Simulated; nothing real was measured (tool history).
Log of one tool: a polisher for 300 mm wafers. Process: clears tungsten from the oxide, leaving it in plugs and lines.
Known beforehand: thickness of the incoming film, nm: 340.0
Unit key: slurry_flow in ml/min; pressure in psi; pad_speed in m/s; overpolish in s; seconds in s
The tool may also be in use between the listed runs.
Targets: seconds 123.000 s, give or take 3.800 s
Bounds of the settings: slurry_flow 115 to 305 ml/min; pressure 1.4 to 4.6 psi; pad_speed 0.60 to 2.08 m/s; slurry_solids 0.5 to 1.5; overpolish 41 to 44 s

run,hour,slurry_flow,pressure,pad_speed,slurry_solids,overpolish,seconds
1,0.0,195,3.0,1.34,1.0,41,70.323
2,3.8,160,3.0,1.34,1.0,41,72.456
3,11.2,160,3.0,1.12,1.0,41,87.002
4,14.5,160,2.9,1.12,1.0,41,89.148
5,16.0,160,2.8,1.12,1.0,41,92.451
6,19.5,160,2.8,1.12,1.0,44,91.394
7,22.5,160,2.8,1.12,1.0,44,93.217
8,31.3,160,2.7,1.12,1.0,44,94.758
9,38.6,160,2.6,1.12,1.0,44,97.642
10,46.2,160,2.6,1.12,1.0,44,100.100
11,53.2,160,2.5,1.12,1.0,44,104.530
12,56.8,155,2.3,1.12,1.0,44,109.640
13,64.5,155,1.8,1.12,1.0,44,141.730

Pick the move, out of 4, that brings all results within their allowed miss; only one does.
A,72.2,180,1.5,1.10,0.8,44,?
B,72.2,155,1.6,1.36,1.1,44,?
C,72.2,115,2.1,1.20,1.0,44,?
D,72.2,120,3.1,0.74,0.7,42,?

move,seconds
A,170.280
B,127.490
C,120.640
D,135.090
A: further off than the last run
B: moves toward the targets from the last run without getting all of them in spec
C: every result within its allowed miss
D: moves toward the targets from the last run without getting all of them in spec
C is the move that brings every result within its allowed miss.
